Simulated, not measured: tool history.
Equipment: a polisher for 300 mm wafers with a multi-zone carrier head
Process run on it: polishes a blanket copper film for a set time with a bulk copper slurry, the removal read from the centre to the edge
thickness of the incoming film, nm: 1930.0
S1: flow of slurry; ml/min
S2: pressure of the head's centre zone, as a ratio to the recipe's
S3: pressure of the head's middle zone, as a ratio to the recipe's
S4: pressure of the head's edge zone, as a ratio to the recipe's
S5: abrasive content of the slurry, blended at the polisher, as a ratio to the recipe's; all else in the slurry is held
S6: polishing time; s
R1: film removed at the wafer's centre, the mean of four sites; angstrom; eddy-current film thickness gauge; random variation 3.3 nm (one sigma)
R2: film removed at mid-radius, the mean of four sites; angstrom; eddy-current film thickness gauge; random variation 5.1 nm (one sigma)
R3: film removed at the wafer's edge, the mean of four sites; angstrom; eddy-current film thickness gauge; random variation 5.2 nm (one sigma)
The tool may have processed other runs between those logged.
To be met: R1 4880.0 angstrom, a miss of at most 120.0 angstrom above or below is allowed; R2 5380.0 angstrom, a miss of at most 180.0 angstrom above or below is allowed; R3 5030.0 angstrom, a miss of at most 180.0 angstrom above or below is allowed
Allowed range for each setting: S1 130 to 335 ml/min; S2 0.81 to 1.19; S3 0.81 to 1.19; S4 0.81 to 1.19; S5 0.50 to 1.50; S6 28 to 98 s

| run | hour | S1 | S2 | S3 | S4 | S5 | S6 | R1 | R2 | R3 |
|---|---|---|---|---|---|---|---|---|---|---|
| 1 | 0.0 | 215 | 1.00 | 1.00 | 1.00 | 1.00 | 63 | 3605.4 | 3580.0 | 3521.8 |
| 2 | 5.6 | 220 | 1.00 | 1.02 | 1.02 | 1.05 | 64 | 3680.9 | 3823.8 | 3679.9 |
| 3 | 7.5 | 225 | 1.01 | 1.03 | 1.04 | 1.10 | 65 | 3846.0 | 3896.9 | 3714.5 |
| 4 | 14.7 | 220 | 1.00 | 1.03 | 1.05 | 1.15 | 67 | 3902.7 | 4010.9 | 3941.0 |
| 5 | 21.6 | 220 | 1.00 | 1.04 | 1.06 | 1.20 | 68 | 4022.9 | 4173.1 | 3946.1 |
| 6 | 30.0 | 220 | 1.00 | 1.04 | 1.06 | 1.30 | 68 | 4045.6 | 4204.6 | 4020.2 |
| 7 | 36.9 | 220 | 1.00 | 1.05 | 1.07 | 1.30 | 69 | 4113.5 | 4214.2 | 4129.1 |
| 8 | 45.8 | 225 | 1.00 | 1.06 | 1.08 | 1.30 | 70 | 4190.3 | 4345.1 | 4186.8 |
| 9 | 49.9 | 225 | 1.00 | 1.07 | 1.09 | 1.30 | 71 | 4239.6 | 4489.2 | 4254.7 |
| 10 | 50.8 | 230 | 1.00 | 1.08 | 1.10 | 1.30 | 72 | 4332.8 | 4631.2 | 4360.9 |
| 11 | 51.8 | 285 | 1.01 | 1.14 | 1.19 | 1.50 | 74 | 4687.4 | 5206.3 | 4833.8 |

Exactly one of the 5 candidate moves below puts every result within its allowed miss. Which one?
| A | 52.8 | 270 | 0.95 | 1.06 | 1.11 | 1.45 | 75 | ? | ? | ? |
| B | 52.8 | 295 | 1.05 | 1.19 | 1.10 | 1.50 | 72 | ? | ? | ? |
| C | 52.8 | 275 | 0.97 | 1.08 | 1.08 | 1.50 | 80 | ? | ? | ? |
| D | 52.8 | 320 | 0.88 | 1.09 | 1.18 | 1.50 | 78 | ? | ? | ? |
| E | 52.8 | 265 | 1.08 | 1.14 | 1.19 | 1.50 | 69 | ? | ? | ? |

| move | R1 | R2 | R3 |
|---|---|---|---|
| A | 4412.5 | 4889.7 | 4689.6 |
| B | 4765.2 | 5260.0 | 4530.5 |
| C | 4844.2 | 5338.8 | 4966.5 |
| D | 4355.6 | 5330.3 | 5126.6 |
| E | 4636.0 | 4799.4 | 4484.4 |
A: the biggest miss grows against the last run
B: brings the result that was furthest off to its target, and leaves another outside
C: all results in spec
D: the biggest miss grows against the last run
E: the biggest miss grows against the last run
C meets every target.

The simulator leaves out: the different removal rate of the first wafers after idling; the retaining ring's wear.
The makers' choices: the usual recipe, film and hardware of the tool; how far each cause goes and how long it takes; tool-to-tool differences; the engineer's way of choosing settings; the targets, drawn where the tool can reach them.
